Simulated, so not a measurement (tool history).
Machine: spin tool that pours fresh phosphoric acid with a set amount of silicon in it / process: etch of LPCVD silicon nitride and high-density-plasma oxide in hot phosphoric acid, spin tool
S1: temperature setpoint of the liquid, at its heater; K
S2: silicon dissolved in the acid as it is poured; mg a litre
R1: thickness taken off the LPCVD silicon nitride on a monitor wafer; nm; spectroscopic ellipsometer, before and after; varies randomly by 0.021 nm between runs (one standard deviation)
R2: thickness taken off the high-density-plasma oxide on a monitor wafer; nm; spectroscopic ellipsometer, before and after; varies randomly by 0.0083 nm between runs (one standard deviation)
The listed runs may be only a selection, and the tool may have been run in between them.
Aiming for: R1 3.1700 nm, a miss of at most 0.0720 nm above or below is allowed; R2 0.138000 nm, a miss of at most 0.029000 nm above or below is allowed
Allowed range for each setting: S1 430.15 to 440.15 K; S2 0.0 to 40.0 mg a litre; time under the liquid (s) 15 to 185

{"run": 1, "hour": 0.0, "S1": 435.15, "S2": 17.5, "time under the liquid (s)": 95, "R1": 8.3938, "R2": 0.35354}
{"run": 2, "hour": 7.2, "S1": 434.15, "S2": 16.0, "time under the liquid (s)": 75, "R1": 6.3996, "R2": 0.3095}
{"run": 3, "hour": 13.2, "S1": 436.15, "S2": 16.0, "time under the liquid (s)": 75, "R1": 6.8476, "R2": 0.32531}
{"run": 4, "hour": 16.4, "S1": 436.15, "S2": 21.0, "time under the liquid (s)": 75, "R1": 6.8116, "R2": 0.3213}
{"run": 5, "hour": 19.3, "S1": 436.15, "S2": 14.0, "time under the liquid (s)": 75, "R1": 6.8238, "R2": 0.36182}
{"run": 6, "hour": 20.5, "S1": 435.15, "S2": 16.5, "time under the liquid (s)": 60, "R1": 5.2721, "R2": 0.26461}
{"run": 7, "hour": 24.3, "S1": 434.15, "S2": 17.5, "time under the liquid (s)": 55, "R1": 4.6666, "R2": 0.2014}
{"run": 8, "hour": 31.1, "S1": 433.65, "S2": 16.0, "time under the liquid (s)": 50, "R1": 4.1969, "R2": 0.17617}
{"run": 9, "hour": 37.8, "S1": 433.15, "S2": 13.5, "time under the liquid (s)": 50, "R1": 4.1098, "R2": 0.16883}
{"run": 10, "hour": 44.3, "S1": 432.65, "S2": 10.5, "time under the liquid (s)": 50, "R1": 4.0479, "R2": 0.17551}
{"run": 11, "hour": 48.1, "S1": 430.65, "S2": 7.0, "time under the liquid (s)": 30, "R1": 2.2515, "R2": 0.11221}
{"run": 12, "hour": 56.8, "S1": 431.65, "S2": 9.0, "time under the liquid (s)": 30, "R1": 2.3478, "R2": 0.11682}
{"run": 13, "hour": 63.0, "S1": 432.65, "S2": 12.0, "time under the liquid (s)": 30, "R1": 2.4335, "R2": 0.11694}
{"run": 14, "hour": 67.9, "S1": 433.65, "S2": 16.5, "time under the liquid (s)": 30, "R1": 2.5172, "R2": 0.10734}
{"run": 15, "hour": 74.0, "S1": 434.65, "S2": 18.0, "time under the liquid (s)": 30, "R1": 2.5825, "R2": 0.10416}

Exactly one of the 4 candidate moves below puts every result within its allowed miss. Which one?
{"run": "A", "hour": 80.1, "S1": 433.15, "S2": 20.0, "time under the liquid (s)": 45, "R1": "?", "R2": "?"}
{"run": "B", "hour": 80.1, "S1": 432.15, "S2": 13.5, "time under the liquid (s)": 40, "R1": "?", "R2": "?"}
{"run": "C", "hour": 80.1, "S1": 436.15, "S2": 13.0, "time under the liquid (s)": 40, "R1": "?", "R2": "?"}
{"run": "D", "hour": 80.1, "S1": 432.65, "S2": 40.0, "time under the liquid (s)": 40, "R1": "?", "R2": "?"}

move=A R1=3.6675 R2=0.148880
move=B R1=3.1521 R2=0.145690
move=C R1=3.6031 R2=0.198040
move=D R1=3.2057 R2=0.054652
A: takes the biggest miss from the last run beyond its target
B: meets every target
C: takes the biggest miss from the last run beyond its target
D: brings the last run's worst result on target, with another outside its allowed miss
Move B is the one to make.
